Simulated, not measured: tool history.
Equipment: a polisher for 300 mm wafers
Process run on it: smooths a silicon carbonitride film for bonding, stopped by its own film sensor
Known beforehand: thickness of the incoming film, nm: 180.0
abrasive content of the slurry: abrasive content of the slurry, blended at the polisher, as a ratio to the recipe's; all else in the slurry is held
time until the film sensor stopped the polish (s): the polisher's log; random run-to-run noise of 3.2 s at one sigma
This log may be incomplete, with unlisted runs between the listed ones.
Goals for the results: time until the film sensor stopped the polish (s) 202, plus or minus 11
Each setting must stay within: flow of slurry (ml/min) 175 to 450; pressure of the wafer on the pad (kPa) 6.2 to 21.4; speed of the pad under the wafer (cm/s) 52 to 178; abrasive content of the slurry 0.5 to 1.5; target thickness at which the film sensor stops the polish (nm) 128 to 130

| run | hour | flow of slurry (ml/min) | pressure of the wafer on the pad (kPa) | speed of the pad under the wafer (cm/s) | abrasive content of the slurry | target thickness at which the film sensor stops the polish (nm) | time until the film sensor stopped the polish (s) |
|---|---|---|---|---|---|---|---|
| 1 | 0 | 290 | 13.8 | 114 | 1 | 130 | 151.5 |
| 2 | 6.1 | 290 | 13.1 | 114 | 1 | 130 | 160.43 |
| 3 | 13.9 | 290 | 12.4 | 114 | 1 | 130 | 169.9 |
| 4 | 16.3 | 290 | 12.4 | 114 | 1 | 130 | 167.32 |
| 5 | 22.4 | 290 | 12.4 | 114 | 1.1 | 130 | 162.62 |
| 6 | 26.5 | 290 | 12.4 | 114 | 1.1 | 130 | 164.39 |
| 7 | 34 | 290 | 11.7 | 114 | 1.1 | 130 | 174.05 |
| 8 | 36.2 | 290 | 11 | 114 | 1.1 | 130 | 181.08 |

Exactly one of the 4 candidate moves below puts every result within its allowed miss. Which one?
| A | 38.4 | 270 | 12.4 | 90 | 1.3 | 129 | ? |
| B | 38.4 | 290 | 10.3 | 92 | 1.1 | 128 | ? |
| C | 38.4 | 245 | 13.1 | 104 | 0.8 | 128 | ? |
| D | 38.4 | 375 | 11.7 | 116 | 1.1 | 130 | ? |

| move | time until the film sensor stopped the polish (s) |
|---|---|
| A | 179.88 |
| B | 227.8 |
| C | 193.58 |
| D | 164.38 |
A: moves away from the targets compared with the last run
B: takes the result that was furthest off past its target
C: all results in spec
D: moves away from the targets compared with the last run
So the answer is move C, the one that meets all the targets.

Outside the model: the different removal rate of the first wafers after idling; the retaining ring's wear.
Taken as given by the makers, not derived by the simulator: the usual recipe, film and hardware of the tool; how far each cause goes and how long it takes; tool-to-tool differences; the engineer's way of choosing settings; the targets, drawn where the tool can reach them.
